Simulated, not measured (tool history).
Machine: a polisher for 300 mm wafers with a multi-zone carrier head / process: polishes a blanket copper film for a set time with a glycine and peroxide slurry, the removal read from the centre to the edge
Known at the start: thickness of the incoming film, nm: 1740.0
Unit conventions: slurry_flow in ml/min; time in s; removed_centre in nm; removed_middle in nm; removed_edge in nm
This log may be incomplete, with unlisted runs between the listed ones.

run  hour  slurry_flow  centre_zone  middle_zone  edge_zone  time  removed_centre  removed_middle  removed_edge
  1     0          225            1            1          1    83          329.42          325.32        343.27
  2     8          225         1.01            1       1.01    85          332.52          330.69        356.25
  3    16          225         1.01         1.04       1.01    85          346.97          351.77        355.07
  4  24.5          280         1.01         1.04       1.01    85          345.22          363.58        357.43
  5  25.3          280         1.06         1.04       1.01    85           366.6          355.15        355.71
  6  28.4          240         1.06         1.04       1.01    85          358.52          343.68        358.88
  7  33.5          235         1.06         1.04       1.02    87          366.66          353.84        363.92
  8    38          235         1.06         1.03       1.03    89          370.05          359.57        374.55
  9  42.9          230         1.06         1.03       1.04    91          376.17          365.05        386.26
 10    48          230         1.07         1.03       1.05    93          393.16          377.24        387.95

Run 11 comes next. What will it give?
 11  52.8          225         1.06         1.02       1.05    95               ?               ?             ?

Logged for run 11: removed_centre 396.15 nm, removed_middle 383.41 nm, removed_edge 401.14 nm.

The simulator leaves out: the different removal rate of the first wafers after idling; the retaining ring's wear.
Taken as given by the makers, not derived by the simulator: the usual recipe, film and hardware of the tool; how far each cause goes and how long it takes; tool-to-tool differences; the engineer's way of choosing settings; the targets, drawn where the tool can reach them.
